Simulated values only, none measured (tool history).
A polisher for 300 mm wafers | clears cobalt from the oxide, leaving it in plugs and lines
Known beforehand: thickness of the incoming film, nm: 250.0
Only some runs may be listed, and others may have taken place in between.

run,hour,flow of slurry (ml/min),pressure of the wafer on the pad (kPa),speed of the pad under the wafer (m/s),overpolish time after the end point (s),time until the end point was called (s),dishing of a wide line in a test structure (Å)
1,0,160,11.7,1.2,28,53.455,439.21
2,1.2,155,9.7,1.14,21,65.393,375.34
3,5,155,9.7,1.02,21,72.944,356.08
4,11.7,150,8.3,1,20,82.868,332.52
5,14.5,150,8.3,1.18,20,74.228,345.89
6,22.4,150,8.3,1.3,20,67.022,350.37
7,23.9,130,5.5,0.98,8,123.51,130.94
8,29.8,160,5.5,0.94,12,123,183.47
9,36.6,160,5.5,0.94,12,119.21,184.83
10,40.4,160,5.5,0.94,12,122.68,182.21
11,49,185,5.5,0.94,13,119.34,198.01
12,55.3,190,5.5,0.92,16,121.53,221.45
13,56.6,200,5.5,0.92,18,119.44,240.72
14,61.4,205,5.5,0.92,19,118.88,263.96
15,69.1,215,5.5,0.92,19,118.93,271.02
16,70.2,220,5.5,0.92,19,117.08,254.8
17,77.8,220,5.5,0.92,20,118.44,264.24

Run 18 is up next; what results do you expect?
18,84.9,220,5.5,0.92,21,?,?

time until the end point was called (s): 116.69
dishing of a wide line in a test structure (Å): 275.72

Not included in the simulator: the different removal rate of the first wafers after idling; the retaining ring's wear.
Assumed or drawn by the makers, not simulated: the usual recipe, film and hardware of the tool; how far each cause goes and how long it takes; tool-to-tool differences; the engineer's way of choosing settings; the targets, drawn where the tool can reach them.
